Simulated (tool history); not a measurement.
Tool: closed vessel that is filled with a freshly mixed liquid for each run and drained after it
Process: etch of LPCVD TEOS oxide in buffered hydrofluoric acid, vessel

run  hour  temperature setpoint of the liquid (K)  parts of 40 % ammonium fluoride to one part of 49 % hydrofluoric acid (parts by volume)  time in the liquid (s)  thickness taken off the LPCVD TEOS oxide on a monitor wafer (Å)
  1   0.0                                  296.15                                                                                     14.5                      90                                                           2318.9
  2   8.1                                  294.15                                                                                     15.0                      90                                                           2004.3
  3  12.5                                  294.15                                                                                     15.0                      95                                                           2101.8
  4  14.9                                  292.65                                                                                     15.5                      95                                                           1885.1
  5  21.0                                  292.65                                                                                     15.5                      95                                                           1884.7
  6  26.6                                  291.65                                                                                     16.0                      95                                                           1729.6

The next listed run, before its measurement:
  7  34.4                                  291.15                                                                                     16.5                      95                                                                ?

thickness taken off the LPCVD TEOS oxide on a monitor wafer (Å): 1651.5
